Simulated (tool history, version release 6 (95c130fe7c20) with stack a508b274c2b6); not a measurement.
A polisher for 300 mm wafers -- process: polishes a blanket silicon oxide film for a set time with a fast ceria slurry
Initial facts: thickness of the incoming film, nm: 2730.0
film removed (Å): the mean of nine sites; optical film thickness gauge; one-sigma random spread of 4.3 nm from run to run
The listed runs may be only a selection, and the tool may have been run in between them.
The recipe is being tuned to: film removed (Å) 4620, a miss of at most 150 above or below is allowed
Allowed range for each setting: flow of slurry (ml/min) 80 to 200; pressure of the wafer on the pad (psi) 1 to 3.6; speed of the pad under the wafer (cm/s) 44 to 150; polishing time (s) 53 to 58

run	hour	flow of slurry (ml/min)	pressure of the wafer on the pad (psi)	speed of the pad under the wafer (cm/s)	polishing time (s)	film removed (Å)
1	0	130	2.3	96	58	8382.7
2	2.5	130	2.3	96	53	7694.1
3	3.2	130	2	96	53	6688.5
4	7.6	125	1.9	96	53	6424.6
5	15.3	110	1.9	96	53	6150.7
6	22.6	110	2.2	96	53	7033.9
7	23.5	105	2.1	96	53	6671.4
8	30.6	100	2	96	53	6461.8
9	38.3	100	1.9	96	53	6084.6
10	46.9	100	1.8	96	53	5793.1
11	49.6	100	1.7	96	53	5500.4
12	54.5	100	1.6	96	53	5319.7

Below are 5 possible settings for the next run. Only one of them brings all results inside the allowed miss of their targets. Which is it?
A	59.4	85	1.5	94	58	?
B	59.4	130	1.5	112	58	?
C	59.4	115	1.7	100	54	?
D	59.4	150	1.4	94	53	?
E	59.4	105	1.4	92	53	?

move	film removed (Å)
A	5114.7
B	6755.6
C	6078.5
D	5061.6
E	4594
A: moves toward the targets from the last run without getting all of them in spec
B: its largest miss is bigger than the last run's
C: its largest miss is bigger than the last run's
D: moves toward the targets from the last run without getting all of them in spec
E: each result inside its tolerance
E is the move that brings every result within its allowed miss.
